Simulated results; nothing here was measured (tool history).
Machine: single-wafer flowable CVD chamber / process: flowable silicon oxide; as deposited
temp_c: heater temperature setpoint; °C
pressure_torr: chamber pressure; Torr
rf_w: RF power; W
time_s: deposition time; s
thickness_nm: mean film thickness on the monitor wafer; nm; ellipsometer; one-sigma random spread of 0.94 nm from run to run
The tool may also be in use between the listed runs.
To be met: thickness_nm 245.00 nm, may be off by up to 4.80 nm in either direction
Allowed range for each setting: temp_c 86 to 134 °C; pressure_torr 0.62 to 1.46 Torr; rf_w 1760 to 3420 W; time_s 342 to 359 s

run	day	temp_c	pressure_torr	rf_w	time_s	thickness_nm
1	0.000	110	1.04	2590	359	216.44
2	0.112	109	1.04	2590	359	226.46
3	0.467	108	1.04	2590	359	233.49
4	0.596	108	1.04	2445	359	231.02
5	0.783	108	1.14	2445	359	251.71
6	0.817	108	0.98	2445	359	216.86
7	1.162	107	0.98	2445	359	224.26
8	1.488	106	0.98	2445	359	235.70

Exactly one of the 5 candidate moves below puts every result within its allowed miss. Which one?
A	1.812	109	1.09	2700	359	?
B	1.812	105	1.05	2405	342	?
C	1.812	105	0.97	2680	342	?
D	1.812	109	1.11	2660	344	?
E	1.812	107	1.07	2550	342	?

move	thickness_nm
A	237.21
B	247.39
C	234.16
D	230.52
E	236.49
A: gains on the last run, yet a result remains outside its allowed miss
B: meets every target
C: misses by more than the last run did
D: misses by more than the last run did
E: gains on the last run, yet a result remains outside its allowed miss
B is the move that brings every result within its allowed miss.
